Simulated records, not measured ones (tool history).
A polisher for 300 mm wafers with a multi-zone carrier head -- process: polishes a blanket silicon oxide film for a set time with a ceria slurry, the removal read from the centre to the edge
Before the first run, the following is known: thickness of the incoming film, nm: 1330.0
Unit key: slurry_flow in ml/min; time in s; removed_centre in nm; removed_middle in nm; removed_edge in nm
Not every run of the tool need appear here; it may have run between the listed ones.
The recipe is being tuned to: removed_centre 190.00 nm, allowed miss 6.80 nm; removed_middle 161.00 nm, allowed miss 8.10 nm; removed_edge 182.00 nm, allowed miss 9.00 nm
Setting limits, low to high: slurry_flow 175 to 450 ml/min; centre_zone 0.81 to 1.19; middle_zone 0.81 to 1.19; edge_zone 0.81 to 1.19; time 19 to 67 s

run	hour	slurry_flow	centre_zone	middle_zone	edge_zone	time	removed_centre	removed_middle	removed_edge
1	0.0	290	1.00	1.00	1.00	43	266.71	251.94	247.17
2	7.0	290	1.00	0.93	1.00	43	265.55	246.18	250.90
3	9.9	285	1.01	0.90	1.01	40	251.70	219.94	229.57
4	18.5	285	1.01	0.84	1.01	40	251.60	204.25	227.60
5	19.5	220	1.01	0.84	1.01	40	242.97	200.37	223.98
# hour 20.7: edge zone pressure recalibrated
6	20.7	220	1.09	0.84	1.01	40	262.28	197.76	240.25
7	27.9	210	1.06	0.84	1.02	38	240.69	189.46	228.88
8	33.7	210	1.06	0.84	1.02	38	234.03	191.03	228.85
9	41.3	215	1.03	0.85	0.92	29	177.78	145.49	160.19
10	49.0	220	1.04	0.87	0.94	29	182.63	149.03	167.67
11	50.4	220	1.04	0.87	0.94	29	181.36	151.60	167.34
12	54.3	225	1.05	0.88	0.95	29	180.70	148.45	172.01
13	60.5	230	1.05	0.89	0.95	29	181.68	152.97	170.50
14	62.2	235	1.06	0.90	0.96	29	185.94	155.98	171.95
15	66.9	235	1.06	0.90	0.96	29	185.07	155.75	169.09

Below are 4 possible settings for the next run. Only one of them brings all results inside the allowed miss of their targets. Which is it?
A	71.6	175	1.05	0.81	1.06	34	?	?	?
B	71.6	215	1.04	0.88	0.99	31	?	?	?
C	71.6	425	1.19	0.93	0.81	28	?	?	?
D	71.6	175	0.98	0.85	1.09	31	?	?	?

move	removed_centre	removed_middle	removed_edge
A	206.02	158.07	205.93
B	192.60	159.08	185.56
C	214.59	160.74	160.74
D	175.28	149.96	190.30
A: takes the biggest miss from the last run beyond its target
B: every result within its allowed miss
C: its largest miss is bigger than the last run's
D: corrects the largest miss of the last run, while another result sits out of spec
So the answer is move B, the one that meets all the targets.
